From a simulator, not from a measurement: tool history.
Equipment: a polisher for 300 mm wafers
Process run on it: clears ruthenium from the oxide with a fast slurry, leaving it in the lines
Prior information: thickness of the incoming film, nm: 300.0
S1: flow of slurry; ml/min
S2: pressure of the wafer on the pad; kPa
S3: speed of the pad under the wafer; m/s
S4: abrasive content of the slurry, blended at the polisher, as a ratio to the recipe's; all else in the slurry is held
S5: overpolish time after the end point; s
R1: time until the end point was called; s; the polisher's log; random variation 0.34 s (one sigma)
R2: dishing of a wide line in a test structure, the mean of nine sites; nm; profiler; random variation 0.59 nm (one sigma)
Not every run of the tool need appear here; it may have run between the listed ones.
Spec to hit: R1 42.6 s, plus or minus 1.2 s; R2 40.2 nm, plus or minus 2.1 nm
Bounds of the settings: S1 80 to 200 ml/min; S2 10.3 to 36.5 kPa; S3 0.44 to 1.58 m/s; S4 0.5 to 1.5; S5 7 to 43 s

run	hour	S1	S2	S3	S4	S5	R1	R2
1	0	130	23.4	1	1	22	58.249	45.63
2	4.8	135	24.1	1	1	21	55.525	45.616
3	6.1	135	24.1	1	1	28	56.792	47.802
4	9.9	140	24.8	1	1	26	54.498	47.756
5	14.4	145	24.8	1	1	24	54.2	47.423
6	18.2	145	24.8	1	0.8	24	59.713	45.83
7	19.3	145	25.5	1	0.8	22	58.498	45.447
8	25	145	26.2	1	0.8	20	56.842	42.978
9	30	180	33.1	1	0.8	12	45.101	38.809
10	37.6	180	33.8	1	0.8	13	45.409	40.46
11	45.2	180	35.2	1	0.8	12	43.125	40.69
12	50.9	180	35.2	1	0.8	11	44.179	37.766

Next run, 5 choices. One meets every target within its allowed miss, the rest don't. Which?
A	56.6	175	36.5	1	0.7	12	?	?
B	56.6	185	36.5	0.9	0.75	17	?	?
C	56.6	145	28.3	1	1.25	13	?	?
D	56.6	190	32.4	1.08	0.75	13	?	?
E	56.6	185	35.2	0.98	0.9	12	?	?

move	R1	R2
A	45.753	38.786
B	47.821	44.269
C	45.721	40.316
D	45.477	40.416
E	42.739	40.08
A: lands further from the targets than the last run did
B: lands further from the targets than the last run did
C: lands further from the targets than the last run did
D: lands further from the targets than the last run did
E: all results land within tolerance of their targets
E meets every target.
